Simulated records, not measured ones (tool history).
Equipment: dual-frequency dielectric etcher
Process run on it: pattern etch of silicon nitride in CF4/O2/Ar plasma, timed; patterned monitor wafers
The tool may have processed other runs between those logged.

run,hour,source power (kW),bias power (kW),Ar flow (sccm),CF4 flow (sccm),etch time (s),mean etch depth across the wafer (angstrom)
1,0,0.5,0.044,118,130,12,231.69
2,5,0.5,0.044,118,130,12,229.35
3,11.8,0.55,0.044,118,130,12,254.05
4,13.8,0.55,0.04,118,130,12,239.33
5,22.6,0.59,0.04,118,130,12,259.97
6,24.3,0.59,0.04,118,138,12,260.16
7,27.8,0.62,0.04,118,138,12,274.5
8,36.1,0.64,0.04,118,138,12,284.19
9,39.4,0.65,0.04,118,138,12,287.32

Run 10 has not been measured yet. What should we expect?
10,41.1,0.66,0.04,118,138,12,?

mean etch depth across the wafer (angstrom): 292.33
